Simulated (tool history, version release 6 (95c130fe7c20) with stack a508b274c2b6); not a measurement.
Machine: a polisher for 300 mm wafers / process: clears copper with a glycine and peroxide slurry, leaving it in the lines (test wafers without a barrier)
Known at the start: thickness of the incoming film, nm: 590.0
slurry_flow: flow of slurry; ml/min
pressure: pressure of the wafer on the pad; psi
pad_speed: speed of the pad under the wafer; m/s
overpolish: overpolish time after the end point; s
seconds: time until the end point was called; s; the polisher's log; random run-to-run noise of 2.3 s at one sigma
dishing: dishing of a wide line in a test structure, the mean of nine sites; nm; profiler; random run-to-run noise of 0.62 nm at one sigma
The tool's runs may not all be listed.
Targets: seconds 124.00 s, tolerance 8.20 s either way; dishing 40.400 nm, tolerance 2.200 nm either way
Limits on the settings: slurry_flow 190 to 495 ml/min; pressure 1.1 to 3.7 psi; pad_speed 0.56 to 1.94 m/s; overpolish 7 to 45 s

run,hour,slurry_flow,pressure,pad_speed,overpolish,seconds,dishing
1,0.0,320,2.4,1.24,23,113.69,71.182
2,0.6,320,2.3,1.24,19,115.44,59.730
3,8.3,390,2.3,1.24,19,113.06,59.742
4,12.4,335,2.3,1.24,19,116.06,60.540
5,16.0,335,2.1,1.24,19,118.00,58.202
# hour 22.8: head pressure recalibrated
6,22.8,335,2.0,1.24,17,124.94,48.982
7,29.9,335,2.0,1.26,16,128.31,45.972
8,34.0,340,2.0,1.28,15,124.23,45.446
9,40.2,340,2.0,1.30,14,121.03,42.409

Below are 5 possible settings for the next run. Only one of them brings all results inside the allowed miss of their targets. Which is it?
A,46.4,385,1.9,1.22,16,?,?
B,46.4,345,2.0,1.34,15,?,?
C,46.4,365,2.4,1.22,15,?,?
D,46.4,210,2.1,1.30,13,?,?
E,46.4,265,1.2,1.64,17,?,?

move,seconds,dishing
A,133.23,46.129
B,120.75,47.392
C,116.87,49.046
D,124.97,40.846
E,135.66,46.820
A: its largest miss is bigger than the last run's
B: its largest miss is bigger than the last run's
C: its largest miss is bigger than the last run's
D: each result inside its tolerance
E: its largest miss is bigger than the last run's
So the answer is move D, the one that meets all the targets.
